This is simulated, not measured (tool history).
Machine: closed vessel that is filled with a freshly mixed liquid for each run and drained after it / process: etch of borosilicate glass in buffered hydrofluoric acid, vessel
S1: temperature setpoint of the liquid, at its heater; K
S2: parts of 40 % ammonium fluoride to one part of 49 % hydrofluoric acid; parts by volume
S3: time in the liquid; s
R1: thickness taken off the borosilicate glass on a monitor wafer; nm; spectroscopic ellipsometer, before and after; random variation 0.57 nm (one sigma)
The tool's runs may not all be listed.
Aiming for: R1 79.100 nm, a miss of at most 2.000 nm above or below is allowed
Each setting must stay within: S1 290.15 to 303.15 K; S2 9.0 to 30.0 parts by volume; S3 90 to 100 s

Run 1, hour 0.0: S1 295.15 K, S2 24.0 parts by volume, S3 90 s. Result: R1 40.778 nm.
Run 2, hour 7.0: S1 297.15 K, S2 22.0 parts by volume, S3 90 s. Result: R1 47.672 nm.
Run 3, hour 10.7: S1 298.65 K, S2 20.0 parts by volume, S3 90 s. Result: R1 55.049 nm.
Run 4, hour 16.2: S1 299.65 K, S2 19.0 parts by volume, S3 90 s. Result: R1 61.134 nm.
Run 5, hour 19.7: S1 300.65 K, S2 18.5 parts by volume, S3 90 s. Result: R1 64.628 nm.
Run 6, hour 21.1: S1 300.65 K, S2 18.5 parts by volume, S3 90 s. Result: R1 65.814 nm.
Run 7, hour 27.2: S1 301.15 K, S2 18.0 parts by volume, S3 90 s. Result: R1 67.277 nm.
Run 8, hour 33.1: S1 303.15 K, S2 15.0 parts by volume, S3 90 s. Result: R1 90.145 nm.
At hour 37.5: hydrofluoric acid flow meter replaced.
Run 9, hour 37.5: S1 302.65 K, S2 15.0 parts by volume, S3 90 s. Result: R1 98.435 nm.

Below are 5 possible settings for the next run. Only one of them brings all results inside the allowed miss of their targets. Which is it?
Run A, hour 41.9: S1 303.15 K, S2 13.0 parts by volume, S3 100 s. Result: R1 ?.
Run B, hour 41.9: S1 298.15 K, S2 13.0 parts by volume, S3 90 s. Result: R1 ?.
Run C, hour 41.9: S1 301.65 K, S2 11.0 parts by volume, S3 90 s. Result: R1 ?.
Run D, hour 41.9: S1 300.15 K, S2 16.0 parts by volume, S3 90 s. Result: R1 ?.
Run E, hour 41.9: S1 302.65 K, S2 20.0 parts by volume, S3 90 s. Result: R1 ?.

move       R1
   A  127.930
   B   88.550
   C  125.550
   D   80.188
   E   73.330
A: misses by more than the last run did
B: nearer than the last run, and not there yet
C: misses by more than the last run did
D: all results land within tolerance of their targets
E: takes the result that was furthest off past its target
The right move is D.
